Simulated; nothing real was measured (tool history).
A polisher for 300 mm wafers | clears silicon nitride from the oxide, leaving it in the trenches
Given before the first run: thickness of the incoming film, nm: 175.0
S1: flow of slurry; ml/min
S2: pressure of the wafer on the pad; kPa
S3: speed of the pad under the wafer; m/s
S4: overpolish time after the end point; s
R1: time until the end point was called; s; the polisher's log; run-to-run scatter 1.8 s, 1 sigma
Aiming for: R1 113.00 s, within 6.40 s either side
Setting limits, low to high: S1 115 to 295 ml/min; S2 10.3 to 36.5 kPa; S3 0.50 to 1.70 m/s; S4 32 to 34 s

run    day   S1    S2    S3  S4      R1
  1  0.000  190  23.4  1.10  32  179.21
  2  0.038  190  23.4  1.10  34  178.39
  3  0.117  190  24.8  1.10  34  168.59
  4  0.467  190  26.2  1.10  34  157.80
  5  0.621  190  27.6  1.10  34  152.89
  6  0.775  190  29.0  1.10  34  150.61
  7  1.058  190  30.3  1.12  34  137.49
  8  1.133  190  30.3  1.12  34  140.26

Below are 5 possible settings for the next run. Only one of them brings all results inside the allowed miss of their targets. Which is it?
  A  1.208  170  26.2  0.92  34   ?
  B  1.208  205  26.2  0.88  33   ?
  C  1.208  135  20.7  1.16  34   ?
  D  1.208  215  33.1  1.24  32   ?
  E  1.208  170  31.7  1.58  34   ?

move      R1
   A  194.30
   B  196.04
   C  204.29
   D  117.11
   E  101.37
A: misses by more than the last run did
B: misses by more than the last run did
C: misses by more than the last run did
D: hits every target within its allowed miss
E: pushes the last run's worst result past its target
Correct choice: D, which meets every target
